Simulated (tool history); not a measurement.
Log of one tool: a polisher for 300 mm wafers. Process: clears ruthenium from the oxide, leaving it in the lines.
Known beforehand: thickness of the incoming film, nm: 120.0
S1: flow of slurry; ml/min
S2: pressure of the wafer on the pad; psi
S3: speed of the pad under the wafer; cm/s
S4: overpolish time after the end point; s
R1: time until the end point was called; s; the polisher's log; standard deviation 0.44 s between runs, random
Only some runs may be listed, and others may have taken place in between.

Run 1, hour 0.0: S1 245 ml/min, S2 2.7 psi, S3 94 cm/s, S4 7 s. Result: R1 77.663 s.
Run 2, hour 9.0: S1 245 ml/min, S2 2.7 psi, S3 94 cm/s, S4 6 s. Result: R1 76.520 s.
Run 3, hour 17.1: S1 245 ml/min, S2 2.8 psi, S3 94 cm/s, S4 6 s. Result: R1 75.511 s.
Run 4, hour 25.8: S1 245 ml/min, S2 2.9 psi, S3 94 cm/s, S4 6 s. Result: R1 72.423 s.
Run 5, hour 34.1: S1 290 ml/min, S2 2.9 psi, S3 94 cm/s, S4 6 s. Result: R1 71.039 s.
Run 6, hour 39.4: S1 290 ml/min, S2 2.9 psi, S3 74 cm/s, S4 6 s. Result: R1 87.549 s.
Run 7, hour 43.5: S1 290 ml/min, S2 3.0 psi, S3 76 cm/s, S4 6 s. Result: R1 82.609 s.
Run 8, hour 45.6: S1 300 ml/min, S2 3.7 psi, S3 82 cm/s, S4 6 s. Result: R1 63.022 s.

Estimate the outcome of run 9 from the log above:
Run 9, hour 51.0: S1 305 ml/min, S2 3.9 psi, S3 86 cm/s, S4 6 s. Result: R1 ?.

{"run 9": {"R1": 57.613}}
